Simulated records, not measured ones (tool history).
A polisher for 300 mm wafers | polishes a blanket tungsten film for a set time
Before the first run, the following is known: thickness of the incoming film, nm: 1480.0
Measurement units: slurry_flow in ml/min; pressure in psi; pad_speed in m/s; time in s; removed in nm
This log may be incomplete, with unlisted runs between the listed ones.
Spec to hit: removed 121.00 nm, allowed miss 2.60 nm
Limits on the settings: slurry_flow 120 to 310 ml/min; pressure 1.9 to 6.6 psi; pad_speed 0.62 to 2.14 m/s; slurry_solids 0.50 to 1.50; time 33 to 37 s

run,hour,slurry_flow,pressure,pad_speed,slurry_solids,time,removed
1,0.0,200,4.2,1.38,1.00,37,237.48
2,2.3,200,4.2,1.38,1.00,37,235.48
3,7.3,195,4.0,1.36,1.00,37,222.54
4,8.3,170,4.0,1.36,1.00,37,219.73
5,9.5,200,4.0,1.36,1.00,37,223.66
6,12.4,200,4.0,1.36,0.90,37,214.32
7,18.3,200,3.8,1.36,0.90,37,206.49
8,24.4,200,3.6,1.34,0.90,37,193.91
9,26.8,200,3.4,1.32,0.90,37,181.95
10,30.8,200,3.2,1.32,0.90,37,169.72
11,39.3,200,3.1,1.32,0.90,37,165.09

Which single option among these 5 for the next run brings every result within its allowed miss of target? Just one does.
A,47.8,160,2.2,1.46,0.95,33,?
B,47.8,270,2.6,1.32,0.75,33,?
C,47.8,205,2.7,1.14,1.00,33,?
D,47.8,200,2.6,1.14,1.10,37,?
E,47.8,175,2.6,1.12,0.90,37,?

move,removed
A,116.32
B,121.88
C,115.49
D,127.80
E,117.62
A: moves the result that the last run missed by most past its target, out the other side
B: every result within its allowed miss
C: moves the result that the last run missed by most past its target, out the other side
D: better than the last run, though not everything is in spec
E: moves the result that the last run missed by most past its target, out the other side
Correct choice: B, which meets every target
